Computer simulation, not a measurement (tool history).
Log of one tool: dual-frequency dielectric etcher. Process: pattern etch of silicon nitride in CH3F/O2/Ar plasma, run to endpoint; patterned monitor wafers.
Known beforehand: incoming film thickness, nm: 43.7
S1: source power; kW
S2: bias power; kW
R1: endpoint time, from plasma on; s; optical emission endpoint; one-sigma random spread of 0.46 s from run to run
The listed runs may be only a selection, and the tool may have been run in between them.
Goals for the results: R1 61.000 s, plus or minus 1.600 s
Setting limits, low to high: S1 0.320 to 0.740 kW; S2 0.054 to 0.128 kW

Run 1, hour 0.0: S1 0.530 kW, S2 0.091 kW. Result: R1 50.924 s.
Run 2, hour 5.0: S1 0.610 kW, S2 0.091 kW. Result: R1 48.601 s.
Run 3, hour 8.9: S1 0.610 kW, S2 0.076 kW. Result: R1 51.718 s.
Run 4, hour 10.3: S1 0.610 kW, S2 0.089 kW. Result: R1 48.463 s.
Run 5, hour 16.9: S1 0.610 kW, S2 0.100 kW. Result: R1 46.337 s.
Run 6, hour 22.4: S1 0.570 kW, S2 0.095 kW. Result: R1 48.839 s.
Run 7, hour 30.0: S1 0.540 kW, S2 0.092 kW. Result: R1 50.205 s.
Run 8, hour 36.1: S1 0.510 kW, S2 0.088 kW. Result: R1 52.134 s.
Run 9, hour 41.6: S1 0.490 kW, S2 0.085 kW. Result: R1 54.340 s.
Run 10, hour 48.4: S1 0.470 kW, S2 0.084 kW. Result: R1 55.173 s.
Run 11, hour 50.1: S1 0.450 kW, S2 0.083 kW. Result: R1 56.495 s.
Run 12, hour 55.3: S1 0.440 kW, S2 0.082 kW. Result: R1 57.133 s.
Run 13, hour 56.8: S1 0.430 kW, S2 0.081 kW. Result: R1 58.385 s.
At hour 64.3: bias power generator calibrated.
Run 14, hour 64.3: S1 0.420 kW, S2 0.081 kW. Result: R1 59.087 s.

Below are 4 possible settings for the next run. Only one of them brings all results inside the allowed miss of their targets. Which is it?
Run A, hour 71.8: S1 0.410 kW, S2 0.076 kW. Result: R1 ?.
Run B, hour 71.8: S1 0.450 kW, S2 0.080 kW. Result: R1 ?.
Run C, hour 71.8: S1 0.440 kW, S2 0.086 kW. Result: R1 ?.
Run D, hour 71.8: S1 0.420 kW, S2 0.086 kW. Result: R1 ?.

move      R1
   A  61.513
   B  58.073
   C  56.765
   D  57.768
A: hits every target within its allowed miss
B: moves away from the targets compared with the last run
C: moves away from the targets compared with the last run
D: moves away from the targets compared with the last run
Move A is the one to make.

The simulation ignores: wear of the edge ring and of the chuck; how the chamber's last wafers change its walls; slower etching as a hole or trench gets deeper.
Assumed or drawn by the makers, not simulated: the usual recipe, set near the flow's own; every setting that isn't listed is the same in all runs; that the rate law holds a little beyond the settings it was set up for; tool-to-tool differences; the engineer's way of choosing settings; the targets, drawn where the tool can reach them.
